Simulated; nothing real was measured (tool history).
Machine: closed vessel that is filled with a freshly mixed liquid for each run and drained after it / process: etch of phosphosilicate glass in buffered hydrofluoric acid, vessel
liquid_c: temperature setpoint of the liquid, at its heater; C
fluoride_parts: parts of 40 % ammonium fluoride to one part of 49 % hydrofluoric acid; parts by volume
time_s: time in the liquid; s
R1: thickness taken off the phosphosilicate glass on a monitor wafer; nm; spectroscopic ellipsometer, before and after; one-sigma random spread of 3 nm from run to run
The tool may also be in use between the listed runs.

{"run": 1, "hour": 0.0, "liquid_c": 23, "fluoride_parts": 24, "time_s": 105, "R1": 285.48}
{"run": 2, "hour": 2.6, "liquid_c": 23, "fluoride_parts": 20.5, "time_s": 105, "R1": 308.8}
{"run": 3, "hour": 10.9, "liquid_c": 21, "fluoride_parts": 20.5, "time_s": 105, "R1": 280.47}
{"run": 4, "hour": 19.9, "liquid_c": 21.5, "fluoride_parts": 20.5, "time_s": 105, "R1": 289.27}
{"run": 5, "hour": 26.4, "liquid_c": 21.5, "fluoride_parts": 20.5, "time_s": 105, "R1": 283.49}
{"run": 6, "hour": 34.5, "liquid_c": 22, "fluoride_parts": 20.5, "time_s": 105, "R1": 294.76}

The next listed run, before its measurement:
{"run": 7, "hour": 37.4, "liquid_c": 22.5, "fluoride_parts": 20.5, "time_s": 105, "R1": "?"}

R1: 305.5 nm
